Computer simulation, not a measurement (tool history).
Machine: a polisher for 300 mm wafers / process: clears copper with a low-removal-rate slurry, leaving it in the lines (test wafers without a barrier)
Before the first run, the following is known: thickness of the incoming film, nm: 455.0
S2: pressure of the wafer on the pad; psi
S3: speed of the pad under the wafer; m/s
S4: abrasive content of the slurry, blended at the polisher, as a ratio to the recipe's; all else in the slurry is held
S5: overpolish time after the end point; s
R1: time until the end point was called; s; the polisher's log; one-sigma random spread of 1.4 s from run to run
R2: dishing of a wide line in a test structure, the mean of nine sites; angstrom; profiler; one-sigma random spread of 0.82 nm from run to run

run 1 day=0 | flow_of_slurry_(ml/min)=205 S2=2.8 S3=1.14 S4=1 S5=27 | R1=120.27 R2=499.49
run 2 day=0.146 | flow_of_slurry_(ml/min)=200 S2=2.7 S3=1.14 S4=1 S5=29 | R1=121.45 R2=510.91
run 3 day=0.504 | flow_of_slurry_(ml/min)=200 S2=2.6 S3=1.14 S4=1 S5=31 | R1=125.3 R2=519.18
run 4 day=0.683 | flow_of_slurry_(ml/min)=200 S2=2.5 S3=1.14 S4=1 S5=33 | R1=128.58 R2=537.02
run 5 day=0.988 | flow_of_slurry_(ml/min)=200 S2=2.4 S3=1.14 S4=1 S5=34 | R1=128.71 R2=538.86
run 6 day=1.346 | flow_of_slurry_(ml/min)=200 S2=2.4 S3=1.14 S4=1 S5=41 | R1=131.35 R2=608.65
run 7 day=1.479 | flow_of_slurry_(ml/min)=200 S2=2.3 S3=1.14 S4=1 S5=41 | R1=134.24 R2=590.67

What does the tool deliver on the next run?
run 8 day=1.671 | flow_of_slurry_(ml/min)=200 S2=2.2 S3=1.14 S4=1 S5=41 | R1=? R2=?

R1: 139.82 s
R2: 581.08 angstrom
